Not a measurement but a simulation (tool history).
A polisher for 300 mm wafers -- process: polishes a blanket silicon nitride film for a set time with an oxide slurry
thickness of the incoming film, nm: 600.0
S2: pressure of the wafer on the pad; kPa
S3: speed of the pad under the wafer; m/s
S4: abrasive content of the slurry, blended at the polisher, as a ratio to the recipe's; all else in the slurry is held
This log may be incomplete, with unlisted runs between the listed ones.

Run 1, day 0: flow of slurry (ml/min) 255, S2 18.6 kPa, S3 1.12 m/s, S4 1, polishing time (s) 33. Result: film removed (Å) 161.12.
Run 2, day 0.179: flow of slurry (ml/min) 255, S2 16.5 kPa, S3 1 m/s, S4 1, polishing time (s) 33. Result: film removed (Å) 129.23.
Run 3, day 0.542: flow of slurry (ml/min) 255, S2 14.5 kPa, S3 0.92 m/s, S4 1, polishing time (s) 33. Result: film removed (Å) 106.08.
Run 4, day 0.646: flow of slurry (ml/min) 255, S2 14.5 kPa, S3 0.92 m/s, S4 1, polishing time (s) 33. Result: film removed (Å) 105.16.
Run 5, day 0.788: flow of slurry (ml/min) 255, S2 16.5 kPa, S3 0.92 m/s, S4 1, polishing time (s) 33. Result: film removed (Å) 121.53.
Run 6, day 0.912: flow of slurry (ml/min) 255, S2 16.5 kPa, S3 1.1 m/s, S4 1, polishing time (s) 33. Result: film removed (Å) 140.56.
At day 1.188: worn pad replaced by a new one.
Run 7, day 1.188: flow of slurry (ml/min) 255, S2 14.5 kPa, S3 1.02 m/s, S4 1, polishing time (s) 33. Result: film removed (Å) 130.05.

What does the tool deliver on the next run?
Run 8, day 1.533: flow of slurry (ml/min) 255, S2 13.1 kPa, S3 0.92 m/s, S4 1, polishing time (s) 33. Result: film removed (Å) ?.

For run 8 the tool returned film removed (Å) 110.48.

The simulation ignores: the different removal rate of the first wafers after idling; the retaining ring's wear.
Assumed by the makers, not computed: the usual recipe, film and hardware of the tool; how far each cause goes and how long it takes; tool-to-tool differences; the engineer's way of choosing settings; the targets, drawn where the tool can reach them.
